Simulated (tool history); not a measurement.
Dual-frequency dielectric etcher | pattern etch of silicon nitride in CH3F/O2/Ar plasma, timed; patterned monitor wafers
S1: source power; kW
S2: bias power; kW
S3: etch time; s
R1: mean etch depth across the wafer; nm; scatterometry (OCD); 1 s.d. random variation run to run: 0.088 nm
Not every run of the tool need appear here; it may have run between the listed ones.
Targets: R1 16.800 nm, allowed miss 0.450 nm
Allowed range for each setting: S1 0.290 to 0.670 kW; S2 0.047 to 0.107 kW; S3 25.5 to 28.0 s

run	hour	S1	S2	S3	R1
1	0.0	0.480	0.077	28.0	19.781
2	1.2	0.480	0.077	28.0	19.650
3	2.6	0.440	0.074	28.0	18.728
4	9.1	0.440	0.074	28.0	18.647
5	9.9	0.490	0.074	28.0	19.611
6	17.1	0.490	0.074	28.0	19.572
7	19.4	0.450	0.072	28.0	18.713
8	26.6	0.420	0.071	28.0	18.111
9	32.4	0.400	0.070	28.0	17.601
10	34.9	0.350	0.068	28.0	16.316

Which of these 5 next moves meets every target?
A	37.4	0.360	0.069	27.0	?
B	37.4	0.380	0.066	25.5	?
C	37.4	0.330	0.069	27.5	?
D	37.4	0.360	0.065	26.5	?
E	37.4	0.340	0.077	27.5	?

move	R1
A	16.159
B	15.326
C	15.823
D	15.438
E	16.855
A: its largest miss is bigger than the last run's
B: its largest miss is bigger than the last run's
C: its largest miss is bigger than the last run's
D: its largest miss is bigger than the last run's
E: meets every target
E meets every target.
